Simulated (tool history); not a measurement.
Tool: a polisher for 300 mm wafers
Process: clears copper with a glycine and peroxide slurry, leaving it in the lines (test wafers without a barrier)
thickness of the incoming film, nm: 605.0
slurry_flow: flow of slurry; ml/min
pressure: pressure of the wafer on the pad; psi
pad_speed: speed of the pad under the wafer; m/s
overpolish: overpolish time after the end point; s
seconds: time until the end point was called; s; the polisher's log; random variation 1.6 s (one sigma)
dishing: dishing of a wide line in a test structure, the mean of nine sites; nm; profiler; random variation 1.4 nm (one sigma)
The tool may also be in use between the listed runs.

run 1 hour=0 | slurry_flow=160 pressure=2.4 pad_speed=0.94 overpolish=13 | seconds=156.7 dishing=40.338
run 2 hour=2 | slurry_flow=160 pressure=2.6 pad_speed=0.96 overpolish=14 | seconds=143.15 dishing=45.052
run 3 hour=8.6 | slurry_flow=160 pressure=2.7 pad_speed=0.98 overpolish=16 | seconds=138.41 dishing=53.991
run 4 hour=14.2 | slurry_flow=160 pressure=2.8 pad_speed=0.98 overpolish=17 | seconds=133.52 dishing=56.547
run 5 hour=16.2 | slurry_flow=160 pressure=3.2 pad_speed=0.98 overpolish=17 | seconds=115.96 dishing=60.939
run 6 hour=23.4 | slurry_flow=160 pressure=3.2 pad_speed=0.98 overpolish=14 | seconds=121.12 dishing=52.699
run 7 hour=24.8 | slurry_flow=160 pressure=3.2 pad_speed=1 overpolish=16 | seconds=118.65 dishing=58.975
run 8 hour=25.4 | slurry_flow=160 pressure=3.2 pad_speed=1.02 overpolish=17 | seconds=117.11 dishing=61.419
run 9 hour=29.1 | slurry_flow=160 pressure=3.2 pad_speed=1.02 overpolish=17 | seconds=115.34 dishing=64.292

Forecast run 10:
run 10 hour=35.6 | slurry_flow=160 pressure=3.2 pad_speed=1.04 overpolish=18 | seconds=? dishing=?

seconds: 115.93 s
dishing: 67.626 nm
